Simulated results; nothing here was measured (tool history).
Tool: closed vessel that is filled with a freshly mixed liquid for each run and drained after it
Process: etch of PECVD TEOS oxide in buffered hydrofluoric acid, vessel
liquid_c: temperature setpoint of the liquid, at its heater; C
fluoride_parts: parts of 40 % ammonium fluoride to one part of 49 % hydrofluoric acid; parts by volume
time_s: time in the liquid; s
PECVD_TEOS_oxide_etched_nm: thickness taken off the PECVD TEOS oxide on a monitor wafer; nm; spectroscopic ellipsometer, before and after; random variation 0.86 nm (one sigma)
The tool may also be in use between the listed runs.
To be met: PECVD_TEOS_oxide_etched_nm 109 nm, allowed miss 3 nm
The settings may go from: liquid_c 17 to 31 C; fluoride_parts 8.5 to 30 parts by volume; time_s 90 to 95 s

run,hour,liquid_c,fluoride_parts,time_s,PECVD_TEOS_oxide_etched_nm
1,0,23,23,90,146.47
2,3.9,21.5,23,90,134.03
3,12.2,21.5,20.5,90,145.91
4,16,21.5,23,90,135.47
5,22.9,20.5,23,90,127.58
6,28.3,19.5,23,90,121.26
7,35.3,17,23,90,104.23
# hour 39.9: thermometer replaced
8,39.9,17.5,23,90,95.631

Which of these 4 next moves meets every target?
A,44.5,19.5,30,90,?
B,44.5,17,18,95,?
C,44.5,19.5,23.5,95,?
D,44.5,17.5,28.5,95,?

move,PECVD_TEOS_oxide_etched_nm
A,88.07
B,118.46
C,110.07
D,85.964
A: further off than the last run
B: takes the result that was furthest off past its target
C: meets every target
D: further off than the last run
Move C is the one to make.
